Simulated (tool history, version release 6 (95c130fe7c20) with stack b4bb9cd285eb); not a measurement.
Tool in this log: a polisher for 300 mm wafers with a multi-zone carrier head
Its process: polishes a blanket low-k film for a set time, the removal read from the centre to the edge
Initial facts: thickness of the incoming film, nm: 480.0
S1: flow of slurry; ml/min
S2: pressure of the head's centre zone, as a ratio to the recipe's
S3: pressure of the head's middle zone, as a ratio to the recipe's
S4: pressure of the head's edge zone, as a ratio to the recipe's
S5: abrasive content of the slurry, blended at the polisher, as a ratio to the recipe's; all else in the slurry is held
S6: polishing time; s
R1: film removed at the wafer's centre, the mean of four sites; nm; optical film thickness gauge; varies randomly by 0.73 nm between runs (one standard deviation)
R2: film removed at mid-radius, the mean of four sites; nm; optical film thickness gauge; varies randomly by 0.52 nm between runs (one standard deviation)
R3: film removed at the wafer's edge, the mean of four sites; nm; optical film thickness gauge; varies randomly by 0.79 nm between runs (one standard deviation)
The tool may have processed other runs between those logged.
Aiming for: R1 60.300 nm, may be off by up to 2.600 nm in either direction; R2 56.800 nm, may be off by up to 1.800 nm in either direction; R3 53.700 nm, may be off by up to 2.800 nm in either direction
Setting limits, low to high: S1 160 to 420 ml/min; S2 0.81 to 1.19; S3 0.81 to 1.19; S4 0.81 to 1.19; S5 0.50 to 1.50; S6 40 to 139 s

run,day,S1,S2,S3,S4,S5,S6,R1,R2,R3
1,0.000,270,1.00,1.00,1.00,1.00,89,35.755,40.007,40.220
2,0.250,235,1.00,1.00,1.00,1.00,89,34.556,39.054,38.811
3,0.442,235,1.00,1.00,1.00,1.00,99,39.289,44.102,44.302
4,0.683,235,1.06,1.00,1.00,1.00,99,42.268,44.056,44.263
# day 0.979: centre zone pressure recalibrated
5,0.979,210,1.06,1.00,1.00,1.00,99,45.317,43.458,44.712
6,1.012,220,1.09,1.04,1.01,1.10,99,49.687,47.114,46.679
7,1.192,235,1.10,1.07,1.04,1.15,99,52.731,48.871,48.906
8,1.396,245,1.10,1.11,1.05,1.20,99,52.866,52.818,48.217

Which one of the following 4 next-run settings gets every result inside its allowed miss? There is exactly one.
A,1.600,210,1.00,1.07,1.09,1.10,104,?,?,?
B,1.600,230,1.14,1.10,1.05,1.30,104,?,?,?
C,1.600,230,1.07,1.00,1.13,1.20,117,?,?,?
D,1.600,250,1.05,1.10,1.06,1.25,105,?,?,?

move,R1,R2,R3
A,47.448,50.752,50.800
B,59.226,56.730,54.403
C,60.252,56.780,61.128
D,54.621,56.809,54.566
A: further off than the last run
B: all results in spec
C: the worst result of the last run now meets its target, but another is out of spec
D: moves toward the targets from the last run without getting all of them in spec
The move that meets every target is B.
